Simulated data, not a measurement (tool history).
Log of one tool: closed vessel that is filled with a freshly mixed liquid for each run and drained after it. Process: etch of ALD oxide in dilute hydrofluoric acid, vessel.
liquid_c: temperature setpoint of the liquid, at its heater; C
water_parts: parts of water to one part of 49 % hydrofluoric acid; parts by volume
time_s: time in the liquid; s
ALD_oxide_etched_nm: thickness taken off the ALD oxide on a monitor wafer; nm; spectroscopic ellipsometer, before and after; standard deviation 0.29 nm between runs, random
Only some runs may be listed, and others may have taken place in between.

{"run": 1, "day": 0.0, "liquid_c": 21.0, "water_parts": 105, "time_s": 90, "ALD_oxide_etched_nm": 25.569}
{"run": 2, "day": 0.217, "liquid_c": 22.5, "water_parts": 105, "time_s": 90, "ALD_oxide_etched_nm": 27.15}
{"run": 3, "day": 0.296, "liquid_c": 23.5, "water_parts": 105, "time_s": 90, "ALD_oxide_etched_nm": 28.787}
{"run": 4, "day": 0.379, "liquid_c": 23.5, "water_parts": 120, "time_s": 90, "ALD_oxide_etched_nm": 24.618}
{"run": 5, "day": 0.621, "liquid_c": 25.0, "water_parts": 120, "time_s": 90, "ALD_oxide_etched_nm": 26.002}
{"run": 6, "day": 0.962, "liquid_c": 25.0, "water_parts": 135, "time_s": 90, "ALD_oxide_etched_nm": 22.892}
{"run": 7, "day": 1.288, "liquid_c": 26.0, "water_parts": 130, "time_s": 90, "ALD_oxide_etched_nm": 25.177}

Run 8, settings as shown, results not yet in. Your forecast:
{"run": 8, "day": 1.417, "liquid_c": 27.0, "water_parts": 130, "time_s": 90, "ALD_oxide_etched_nm": "?"}

ALD_oxide_etched_nm: 25.773 nm
